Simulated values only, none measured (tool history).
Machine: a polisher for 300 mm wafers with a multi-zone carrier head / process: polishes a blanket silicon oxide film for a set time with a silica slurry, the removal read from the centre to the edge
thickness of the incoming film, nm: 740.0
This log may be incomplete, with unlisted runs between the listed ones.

run,hour,flow of slurry (ml/min),pressure of the head's centre zone,pressure of the head's middle zone,pressure of the head's edge zone,abrasive content of the slurry,polishing time (s),film removed at the wafer's centre (nm),film removed at mid-radius (nm),film removed at the wafer's edge (nm)
1,0.0,135,1.00,1.00,1.00,1.00,56,171.49,165.41,169.28
2,5.8,135,1.00,1.00,1.00,1.20,56,185.52,179.08,187.41
3,12.9,135,1.01,0.99,1.01,1.20,56,187.14,177.17,183.65
4,21.4,115,1.01,0.99,1.01,1.20,56,173.72,170.89,179.05
5,25.3,115,1.01,0.91,1.01,1.20,56,177.72,157.85,183.68
6,32.0,115,1.01,0.91,1.01,1.05,56,167.59,149.41,172.12
7,36.5,125,1.01,0.91,1.02,1.05,56,171.73,152.32,174.79

The next listed run, before its measurement:
8,40.6,135,1.01,0.91,1.03,1.05,56,?,?,?

{"run 8": {"film removed at the wafer's centre (nm)": 174.62, "film removed at mid-radius (nm)": 156.33, "film removed at the wafer's edge (nm)": 174.97}}
